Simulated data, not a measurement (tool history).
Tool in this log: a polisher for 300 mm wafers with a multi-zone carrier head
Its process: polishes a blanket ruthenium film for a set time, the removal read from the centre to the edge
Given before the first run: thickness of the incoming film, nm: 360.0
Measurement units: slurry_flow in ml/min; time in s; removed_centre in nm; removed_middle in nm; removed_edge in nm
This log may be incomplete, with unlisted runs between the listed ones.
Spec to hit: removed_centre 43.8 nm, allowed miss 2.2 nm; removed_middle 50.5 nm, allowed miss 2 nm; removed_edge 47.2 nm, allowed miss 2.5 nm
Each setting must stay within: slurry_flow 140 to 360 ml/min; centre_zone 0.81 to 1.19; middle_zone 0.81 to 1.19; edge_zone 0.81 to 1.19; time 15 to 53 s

run    day  slurry_flow  centre_zone  middle_zone  edge_zone  time  removed_centre  removed_middle  removed_edge
  1      0          230            1            1          1    34          37.155          37.332         36.56
  2   0.15          235         0.99         1.04       1.04    36          37.813           40.48        39.801
  3  0.388          235         0.99         1.04          1    36          37.893          40.888        38.456
  4  0.542          235         0.95         1.04          1    36          36.701           39.81        39.977
  5  0.788          235         0.95         1.08          1    36          35.639          41.207        39.081
  6  1.079          235         1.01         1.08          1    36          38.491          42.154        39.358
  7  1.117          235         1.01         1.08          1    36          38.068          42.348        38.677
  8  1.458          240         1.01         1.09       1.03    38          40.983          44.234        40.727
  9  1.633          240         0.99          1.1       1.03    40          41.873          46.658        43.525
 10  1.929          240         0.99          1.1       1.03    40          42.492          48.474        43.554
 11  2.258          240         0.98         1.09       1.04    41          42.117          47.469        44.337

Pick the move, out of 4, that brings all results within their allowed miss; only one does.
  A  2.588          195         0.97         0.94       1.11    43               ?               ?             ?
  B  2.588          150         0.98         1.11       1.01    46               ?               ?             ?
  C  2.588          190         0.95         0.98       1.11    42               ?               ?             ?
  D  2.588          205         0.98         1.08       1.05    41               ?               ?             ?

move  removed_centre  removed_middle  removed_edge
   A          43.589          43.034          48.8
   B          44.485          50.302         47.85
   C          41.496           43.34        47.483
   D          42.421          46.523        45.441
A: its largest miss is bigger than the last run's
B: every result lands within tolerance
C: its largest miss is bigger than the last run's
D: its largest miss is bigger than the last run's
Move B is the one to make.
